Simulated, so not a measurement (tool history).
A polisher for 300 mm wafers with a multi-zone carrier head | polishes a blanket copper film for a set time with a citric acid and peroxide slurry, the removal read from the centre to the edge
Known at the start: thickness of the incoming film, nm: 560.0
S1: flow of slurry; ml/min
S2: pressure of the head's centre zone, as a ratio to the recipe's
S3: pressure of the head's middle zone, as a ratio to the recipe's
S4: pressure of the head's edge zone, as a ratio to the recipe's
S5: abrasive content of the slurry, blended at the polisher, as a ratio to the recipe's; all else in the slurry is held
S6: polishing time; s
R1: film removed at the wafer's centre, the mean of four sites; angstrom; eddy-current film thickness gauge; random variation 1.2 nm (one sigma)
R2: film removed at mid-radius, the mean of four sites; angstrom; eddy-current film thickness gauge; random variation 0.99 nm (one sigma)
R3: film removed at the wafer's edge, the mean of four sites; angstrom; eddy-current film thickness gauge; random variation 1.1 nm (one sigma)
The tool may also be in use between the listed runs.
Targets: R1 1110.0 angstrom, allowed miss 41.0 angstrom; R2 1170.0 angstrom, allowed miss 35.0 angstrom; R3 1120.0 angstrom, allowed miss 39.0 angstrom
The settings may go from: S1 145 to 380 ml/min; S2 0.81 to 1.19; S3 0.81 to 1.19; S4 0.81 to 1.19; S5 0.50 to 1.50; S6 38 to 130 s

run	hour	S1	S2	S3	S4	S5	S6	R1	R2	R3
1	0.0	245	1.00	1.00	1.00	1.00	84	1604.3	1616.5	1627.8
2	1.3	245	1.03	1.00	1.00	1.00	84	1655.4	1608.9	1642.7
3	2.9	245	1.03	0.92	1.00	1.00	84	1648.9	1539.5	1635.5
4	11.8	245	1.03	0.88	1.00	1.00	84	1663.8	1485.1	1614.6
5	18.5	245	1.02	0.88	0.98	0.95	83	1582.3	1458.1	1606.5
6	22.9	245	1.03	0.90	0.97	0.90	80	1511.4	1406.0	1488.8
7	31.7	220	0.93	0.91	0.87	0.65	72	1165.2	1180.6	1213.3
8	40.0	220	0.93	0.92	0.86	0.65	72	1150.7	1193.8	1195.3
9	48.5	220	0.93	0.92	0.85	0.65	72	1151.3	1208.1	1214.8
10	50.7	205	0.97	0.96	0.81	0.50	69	1091.9	1107.7	1061.1
11	56.4	210	0.97	0.96	0.81	0.50	69	1101.2	1117.2	1061.8
12	59.7	210	0.97	0.96	0.81	0.50	69	1100.1	1108.3	1064.2
13	60.2	215	0.97	0.96	0.81	0.50	69	1103.1	1105.5	1079.4

4 next moves are on the table. One of them brings every result within its allowed miss. Which?
A	60.7	205	0.94	1.01	0.81	0.60	64	?	?	?
B	60.7	160	0.94	0.96	0.81	0.55	73	?	?	?
C	60.7	145	1.04	1.08	0.81	0.55	69	?	?	?
D	60.7	190	0.99	0.92	0.88	0.50	69	?	?	?

move	R1	R2	R3
A	1031.1	1086.1	1020.2
B	1113.7	1138.0	1117.1
C	1147.0	1149.3	1043.2
D	1118.3	1050.5	1088.0
A: further off than the last run
B: meets every target
C: brings the result that was furthest off to its target, and leaves another outside
D: further off than the last run
The right move is B.

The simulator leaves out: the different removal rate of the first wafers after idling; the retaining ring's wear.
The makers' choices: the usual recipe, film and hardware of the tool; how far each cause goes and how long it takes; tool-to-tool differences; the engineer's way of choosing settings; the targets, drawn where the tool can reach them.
